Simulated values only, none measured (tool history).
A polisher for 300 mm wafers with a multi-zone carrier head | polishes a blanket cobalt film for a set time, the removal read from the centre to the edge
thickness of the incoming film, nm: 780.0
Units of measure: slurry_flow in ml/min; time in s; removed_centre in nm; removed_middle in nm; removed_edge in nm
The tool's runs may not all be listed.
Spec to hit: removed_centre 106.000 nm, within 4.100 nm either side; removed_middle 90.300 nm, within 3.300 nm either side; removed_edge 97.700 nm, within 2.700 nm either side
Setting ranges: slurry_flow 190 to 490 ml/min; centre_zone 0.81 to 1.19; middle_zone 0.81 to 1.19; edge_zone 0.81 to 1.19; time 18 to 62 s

| run | hour | slurry_flow | centre_zone | middle_zone | edge_zone | time | removed_centre | removed_middle | removed_edge |
|---|---|---|---|---|---|---|---|---|---|
| 1 | 0.0 | 315 | 1.00 | 1.00 | 1.00 | 40 | 173.250 | 173.290 | 168.140 |
| 2 | 2.1 | 310 | 1.00 | 0.97 | 0.98 | 37 | 162.280 | 155.810 | 155.480 |
| 3 | 6.7 | 310 | 1.06 | 0.97 | 0.98 | 37 | 165.530 | 156.160 | 154.950 |
| 4 | 12.1 | 305 | 1.06 | 0.95 | 0.97 | 34 | 151.580 | 137.280 | 141.130 |
| 5 | 17.1 | 305 | 1.06 | 0.95 | 0.97 | 38 | 169.810 | 160.950 | 156.390 |
| 6 | 21.7 | 300 | 1.05 | 0.94 | 0.95 | 35 | 156.120 | 141.530 | 143.920 |
| 7 | 22.7 | 295 | 1.04 | 0.94 | 0.93 | 33 | 146.200 | 134.000 | 134.720 |
| 8 | 28.5 | 290 | 1.03 | 0.93 | 0.92 | 31 | 136.000 | 125.060 | 124.170 |
| 9 | 36.4 | 290 | 1.02 | 0.91 | 0.92 | 30 | 129.540 | 118.090 | 122.040 |
| 10 | 43.3 | 280 | 1.03 | 0.84 | 0.83 | 21 | 92.400 | 77.189 | 82.276 |
| 11 | 50.8 | 345 | 1.07 | 0.91 | 0.93 | 20 | 91.232 | 80.930 | 82.581 |
| 12 | 51.6 | 345 | 1.07 | 0.91 | 0.93 | 20 | 90.739 | 81.314 | 83.678 |
| 13 | 55.3 | 330 | 1.08 | 0.91 | 0.95 | 20 | 92.411 | 80.448 | 83.961 |
| 14 | 63.4 | 320 | 1.09 | 0.92 | 0.97 | 20 | 92.529 | 81.079 | 83.796 |
| 15 | 72.4 | 320 | 1.09 | 0.92 | 0.98 | 21 | 95.720 | 83.806 | 88.317 |
| 16 | 73.1 | 315 | 1.10 | 0.92 | 0.99 | 21 | 98.029 | 84.136 | 87.790 |
| 17 | 74.4 | 310 | 1.10 | 0.92 | 1.01 | 21 | 97.679 | 85.112 | 89.358 |
| 18 | 75.2 | 305 | 1.10 | 0.92 | 1.02 | 21 | 95.524 | 85.083 | 88.024 |
| 19 | 77.1 | 310 | 1.10 | 0.91 | 1.02 | 22 | 101.110 | 87.459 | 94.357 |

Which of these 5 next moves meets every target?
| A | 79.0 | 210 | 1.19 | 0.86 | 1.02 | 25 | ? | ? | ? |
| B | 79.0 | 435 | 0.92 | 0.85 | 1.05 | 22 | ? | ? | ? |
| C | 79.0 | 305 | 1.14 | 0.93 | 0.99 | 21 | ? | ? | ? |
| D | 79.0 | 265 | 1.14 | 0.91 | 1.04 | 23 | ? | ? | ? |
| E | 79.0 | 330 | 1.09 | 0.82 | 1.00 | 23 | ? | ? | ? |

| move | removed_centre | removed_middle | removed_edge |
|---|---|---|---|
| A | 113.210 | 90.649 | 101.820 |
| B | 90.595 | 85.812 | 96.519 |
| C | 97.469 | 85.477 | 87.718 |
| D | 104.830 | 90.438 | 96.815 |
| E | 104.140 | 85.076 | 97.203 |
A: takes the biggest miss from the last run beyond its target
B: brings the last run's worst result on target, with another outside its allowed miss
C: misses by more than the last run did
D: meets every target
E: brings the last run's worst result on target, with another outside its allowed miss
Go with D: it meets all targets.
